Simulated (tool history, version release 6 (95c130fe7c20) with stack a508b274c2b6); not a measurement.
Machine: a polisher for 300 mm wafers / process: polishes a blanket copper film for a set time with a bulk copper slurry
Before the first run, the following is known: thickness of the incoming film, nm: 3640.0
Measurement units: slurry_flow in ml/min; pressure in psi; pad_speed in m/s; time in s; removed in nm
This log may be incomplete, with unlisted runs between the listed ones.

Run 1, hour 0.0: slurry_flow 240 ml/min, pressure 2.3 psi, pad_speed 1.12 m/s, slurry_solids 1.0, time 66 s. Result: removed 537.46 nm.
Run 2, hour 1.1: slurry_flow 295 ml/min, pressure 2.3 psi, pad_speed 1.12 m/s, slurry_solids 1.0, time 66 s. Result: removed 555.54 nm.
Run 3, hour 9.0: slurry_flow 295 ml/min, pressure 2.6 psi, pad_speed 1.12 m/s, slurry_solids 1.0, time 66 s. Result: removed 616.62 nm.
Run 4, hour 17.6: slurry_flow 295 ml/min, pressure 2.7 psi, pad_speed 1.12 m/s, slurry_solids 1.0, time 66 s. Result: removed 642.89 nm.
Run 5, hour 18.6: slurry_flow 295 ml/min, pressure 2.7 psi, pad_speed 1.28 m/s, slurry_solids 1.0, time 66 s. Result: removed 727.59 nm.
Run 6, hour 22.8: slurry_flow 295 ml/min, pressure 2.8 psi, pad_speed 1.28 m/s, slurry_solids 1.0, time 66 s. Result: removed 749.81 nm.

What will run 7 give?
Run 7, hour 28.0: slurry_flow 295 ml/min, pressure 2.9 psi, pad_speed 1.28 m/s, slurry_solids 1.0, time 66 s. Result: removed ?.

For run 7 the tool returned removed 765.40 nm.

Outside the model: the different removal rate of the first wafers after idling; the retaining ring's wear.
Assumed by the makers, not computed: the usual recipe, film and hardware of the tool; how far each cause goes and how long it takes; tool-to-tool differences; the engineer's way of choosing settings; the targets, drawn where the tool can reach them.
